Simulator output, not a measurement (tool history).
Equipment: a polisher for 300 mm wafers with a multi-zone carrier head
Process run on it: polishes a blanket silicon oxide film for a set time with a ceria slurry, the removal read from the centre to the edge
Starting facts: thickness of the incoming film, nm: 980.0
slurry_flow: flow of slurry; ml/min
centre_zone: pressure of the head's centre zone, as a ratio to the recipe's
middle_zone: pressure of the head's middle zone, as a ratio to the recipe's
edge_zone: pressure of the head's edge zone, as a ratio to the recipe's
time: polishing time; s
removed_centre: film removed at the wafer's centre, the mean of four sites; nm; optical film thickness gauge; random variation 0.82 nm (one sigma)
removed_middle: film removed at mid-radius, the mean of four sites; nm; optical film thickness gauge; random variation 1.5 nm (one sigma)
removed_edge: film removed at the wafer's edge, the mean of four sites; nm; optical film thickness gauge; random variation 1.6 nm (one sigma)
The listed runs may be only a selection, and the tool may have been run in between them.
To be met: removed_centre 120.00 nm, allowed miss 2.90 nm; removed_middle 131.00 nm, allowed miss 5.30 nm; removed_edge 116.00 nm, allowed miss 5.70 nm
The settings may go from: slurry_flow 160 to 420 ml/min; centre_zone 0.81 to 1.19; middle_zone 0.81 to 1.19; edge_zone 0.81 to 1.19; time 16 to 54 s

Run 1, hour 0.0: slurry_flow 270 ml/min, centre_zone 1.00, middle_zone 1.00, edge_zone 1.00, time 35 s. Result: removed_centre 147.55 nm, removed_middle 138.87 nm, removed_edge 140.99 nm.
Run 2, hour 6.7: slurry_flow 270 ml/min, centre_zone 1.07, middle_zone 1.00, edge_zone 1.00, time 35 s. Result: removed_centre 156.73 nm, removed_middle 140.75 nm, removed_edge 143.97 nm.
Run 3, hour 8.0: slurry_flow 325 ml/min, centre_zone 1.07, middle_zone 1.00, edge_zone 1.00, time 35 s. Result: removed_centre 158.46 nm, removed_middle 142.15 nm, removed_edge 142.79 nm.
Run 4, hour 14.5: slurry_flow 330 ml/min, centre_zone 1.03, middle_zone 1.01, edge_zone 0.97, time 34 s. Result: removed_centre 150.73 nm, removed_middle 136.98 nm, removed_edge 136.13 nm.
Run 5, hour 18.3: slurry_flow 330 ml/min, centre_zone 0.98, middle_zone 1.01, edge_zone 0.97, time 34 s. Result: removed_centre 142.63 nm, removed_middle 140.03 nm, removed_edge 139.00 nm.
Run 6, hour 25.1: slurry_flow 330 ml/min, centre_zone 0.98, middle_zone 1.01, edge_zone 0.97, time 30 s. Result: removed_centre 125.42 nm, removed_middle 122.18 nm, removed_edge 121.94 nm.
Run 7, hour 30.9: slurry_flow 330 ml/min, centre_zone 0.97, middle_zone 1.03, edge_zone 0.96, time 30 s. Result: removed_centre 125.35 nm, removed_middle 126.83 nm, removed_edge 122.96 nm.
Run 8, hour 36.1: slurry_flow 330 ml/min, centre_zone 0.96, middle_zone 1.04, edge_zone 0.94, time 30 s. Result: removed_centre 122.75 nm, removed_middle 125.98 nm, removed_edge 119.06 nm.
Run 9, hour 38.5: slurry_flow 330 ml/min, centre_zone 0.96, middle_zone 1.05, edge_zone 0.93, time 30 s. Result: removed_centre 123.23 nm, removed_middle 129.17 nm, removed_edge 120.38 nm.
Run 10, hour 41.6: slurry_flow 330 ml/min, centre_zone 0.96, middle_zone 1.05, edge_zone 0.92, time 30 s. Result: removed_centre 123.39 nm, removed_middle 125.48 nm, removed_edge 119.98 nm.

Which single option among these 4 for the next run brings every result within its allowed miss of target? Just one does.
Run A, hour 44.7: slurry_flow 240 ml/min, centre_zone 0.98, middle_zone 0.95, edge_zone 0.85, time 31 s. Result: removed_centre ?, removed_middle ?, removed_edge ?.
Run B, hour 44.7: slurry_flow 280 ml/min, centre_zone 0.98, middle_zone 1.14, edge_zone 0.94, time 29 s. Result: removed_centre ?, removed_middle ?, removed_edge ?.
Run C, hour 44.7: slurry_flow 340 ml/min, centre_zone 1.06, middle_zone 0.99, edge_zone 0.89, time 28 s. Result: removed_centre ?, removed_middle ?, removed_edge ?.
Run D, hour 44.7: slurry_flow 385 ml/min, centre_zone 0.99, middle_zone 1.02, edge_zone 0.94, time 30 s. Result: removed_centre ?, removed_middle ?, removed_edge ?.

move  removed_centre  removed_middle  removed_edge
   A          126.73          117.48        116.30
   B          120.76          130.28        114.97
   C          128.43          113.41        109.87
   D          129.84          125.84        121.57
A: misses by more than the last run did
B: hits every target within its allowed miss
C: misses by more than the last run did
D: misses by more than the last run did
Correct choice: B, which meets every target
